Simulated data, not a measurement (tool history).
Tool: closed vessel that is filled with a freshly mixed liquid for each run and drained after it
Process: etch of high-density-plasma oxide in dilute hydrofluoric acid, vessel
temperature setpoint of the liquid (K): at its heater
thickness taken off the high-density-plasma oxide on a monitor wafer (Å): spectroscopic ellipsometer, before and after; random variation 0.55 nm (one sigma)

run,hour,temperature setpoint of the liquid (K),parts of water to one part of 49 % hydrofluoric acid (parts by volume),time in the liquid (s),thickness taken off the high-density-plasma oxide on a monitor wafer (Å)
1,0.0,299.15,200,1570,454.15
2,3.4,300.15,200,1570,467.47
3,6.8,297.15,200,1570,420.54
4,14.4,298.65,200,1570,440.12
5,22.3,298.65,240,1570,347.23
6,28.8,301.15,240,1570,387.66
7,36.0,302.15,235,1570,411.38

Run 8 has not been measured yet. What should we expect?
8,40.5,302.65,230,1570,?

thickness taken off the high-density-plasma oxide on a monitor wafer (Å): 424.33

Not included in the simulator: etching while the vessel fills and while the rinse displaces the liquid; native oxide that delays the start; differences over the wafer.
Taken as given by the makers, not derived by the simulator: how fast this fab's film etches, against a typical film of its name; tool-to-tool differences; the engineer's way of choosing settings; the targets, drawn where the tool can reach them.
